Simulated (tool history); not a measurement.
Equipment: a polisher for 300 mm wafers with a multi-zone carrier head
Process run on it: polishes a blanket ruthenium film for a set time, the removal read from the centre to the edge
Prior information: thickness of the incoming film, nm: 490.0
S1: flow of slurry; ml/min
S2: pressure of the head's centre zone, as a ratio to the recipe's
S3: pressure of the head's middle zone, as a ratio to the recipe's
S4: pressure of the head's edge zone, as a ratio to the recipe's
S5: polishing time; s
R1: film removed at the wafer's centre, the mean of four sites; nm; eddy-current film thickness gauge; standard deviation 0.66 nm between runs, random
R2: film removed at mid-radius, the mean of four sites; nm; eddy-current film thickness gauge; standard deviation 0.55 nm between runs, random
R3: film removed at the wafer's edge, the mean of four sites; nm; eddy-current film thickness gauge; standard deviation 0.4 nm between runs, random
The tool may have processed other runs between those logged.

| run | hour | S1 | S2 | S3 | S4 | S5 | R1 | R2 | R3 |
|---|---|---|---|---|---|---|---|---|---|
| 1 | 0.0 | 240 | 1.00 | 1.00 | 1.00 | 36 | 49.724 | 51.288 | 51.583 |
| 2 | 5.1 | 235 | 1.02 | 0.98 | 0.98 | 36 | 51.556 | 49.698 | 51.227 |
| 3 | 5.8 | 230 | 1.03 | 0.97 | 0.96 | 36 | 50.917 | 48.994 | 50.405 |
| 4 | 10.3 | 230 | 1.03 | 0.97 | 0.96 | 41 | 59.411 | 56.738 | 57.984 |
| 5 | 17.0 | 230 | 0.99 | 0.97 | 0.96 | 41 | 56.357 | 57.150 | 57.187 |
| 6 | 21.0 | 200 | 0.99 | 0.97 | 0.96 | 41 | 54.642 | 55.146 | 57.065 |
| 7 | 29.9 | 210 | 1.00 | 0.95 | 0.94 | 40 | 55.070 | 54.050 | 55.022 |

The next listed run, before its measurement:
| 8 | 34.3 | 205 | 1.01 | 0.93 | 0.93 | 39 | ? | ? | ? |

Run 8 produced R1 53.805 nm, R2 50.967 nm, R3 54.335 nm.
